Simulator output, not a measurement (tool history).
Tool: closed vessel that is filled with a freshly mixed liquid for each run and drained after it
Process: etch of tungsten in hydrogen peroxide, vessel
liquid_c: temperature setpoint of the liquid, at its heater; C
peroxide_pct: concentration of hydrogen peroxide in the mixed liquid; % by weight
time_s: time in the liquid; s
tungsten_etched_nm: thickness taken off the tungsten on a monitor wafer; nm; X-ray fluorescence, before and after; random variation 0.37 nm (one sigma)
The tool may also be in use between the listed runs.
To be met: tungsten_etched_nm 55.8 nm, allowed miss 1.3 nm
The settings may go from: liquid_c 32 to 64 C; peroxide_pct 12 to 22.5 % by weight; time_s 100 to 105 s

Run 1, hour 0: liquid_c 48 C, peroxide_pct 15.5 % by weight, time_s 100 s. Result: tungsten_etched_nm 74.538 nm.
Run 2, hour 3: liquid_c 48 C, peroxide_pct 17.5 % by weight, time_s 100 s. Result: tungsten_etched_nm 78.417 nm.
Run 3, hour 7.8: liquid_c 47.5 C, peroxide_pct 17.5 % by weight, time_s 100 s. Result: tungsten_etched_nm 76.709 nm.
Run 4, hour 16.1: liquid_c 47 C, peroxide_pct 17.5 % by weight, time_s 100 s. Result: tungsten_etched_nm 74.392 nm.
Run 5, hour 20.7: liquid_c 47 C, peroxide_pct 20 % by weight, time_s 100 s. Result: tungsten_etched_nm 79.315 nm.
Run 6, hour 29.3: liquid_c 47 C, peroxide_pct 17.5 % by weight, time_s 100 s. Result: tungsten_etched_nm 74.861 nm.
Run 7, hour 35.1: liquid_c 46.5 C, peroxide_pct 17.5 % by weight, time_s 100 s. Result: tungsten_etched_nm 72.671 nm.
Run 8, hour 35.7: liquid_c 41.5 C, peroxide_pct 17.5 % by weight, time_s 100 s. Result: tungsten_etched_nm 52.368 nm.

Which of these 5 next moves meets every target?
Run A, hour 36.3: liquid_c 41.5 C, peroxide_pct 18 % by weight, time_s 105 s. Result: tungsten_etched_nm ?.
Run B, hour 36.3: liquid_c 42 C, peroxide_pct 18.5 % by weight, time_s 105 s. Result: tungsten_etched_nm ?.
Run C, hour 36.3: liquid_c 41.5 C, peroxide_pct 14.5 % by weight, time_s 100 s. Result: tungsten_etched_nm ?.
Run D, hour 36.3: liquid_c 39.5 C, peroxide_pct 21.5 % by weight, time_s 100 s. Result: tungsten_etched_nm ?.
Run E, hour 36.3: liquid_c 39 C, peroxide_pct 22.5 % by weight, time_s 100 s. Result: tungsten_etched_nm ?.

move  tungsten_etched_nm
   A              56.585
   B              59.242
   C              48.369
   D               51.73
   E              51.217
A: meets every target
B: takes the result that was furthest off past its target
C: further off than the last run
D: further off than the last run
E: further off than the last run
Answer: A

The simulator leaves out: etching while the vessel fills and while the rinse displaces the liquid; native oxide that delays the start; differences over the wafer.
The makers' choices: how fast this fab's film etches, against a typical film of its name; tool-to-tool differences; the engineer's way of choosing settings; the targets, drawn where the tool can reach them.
